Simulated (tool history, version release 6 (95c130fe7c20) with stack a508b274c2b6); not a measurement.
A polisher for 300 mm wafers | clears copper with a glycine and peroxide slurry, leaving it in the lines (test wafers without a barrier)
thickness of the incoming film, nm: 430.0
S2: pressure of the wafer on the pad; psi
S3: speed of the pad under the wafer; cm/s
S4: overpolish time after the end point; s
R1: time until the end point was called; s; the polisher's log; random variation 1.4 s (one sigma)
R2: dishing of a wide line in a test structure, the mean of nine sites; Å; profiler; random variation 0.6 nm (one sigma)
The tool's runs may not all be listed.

run 1 hour=0.0 | flow_of_slurry_(ml/min)=240 S2=2.4 S3=100 S4=15 | R1=109.780 R2=406.66
run 2 hour=7.4 | flow_of_slurry_(ml/min)=240 S2=2.5 S3=100 S4=14 | R1=106.230 R2=392.91
run 3 hour=15.4 | flow_of_slurry_(ml/min)=240 S2=2.5 S3=100 S4=17 | R1=105.880 R2=461.44
run 4 hour=24.0 | flow_of_slurry_(ml/min)=240 S2=2.6 S3=100 S4=15 | R1=102.140 R2=423.23
run 5 hour=31.3 | flow_of_slurry_(ml/min)=240 S2=2.7 S3=100 S4=14 | R1=101.800 R2=405.63
run 6 hour=34.1 | flow_of_slurry_(ml/min)=240 S2=2.8 S3=100 S4=13 | R1=97.163 R2=391.55

Run 7 comes next. What will it give?
run 7 hour=38.9 | flow_of_slurry_(ml/min)=240 S2=2.8 S3=100 S4=12 | R1=? R2=?

Run 7 gave R1 96.936 s, R2 368.42 Å.
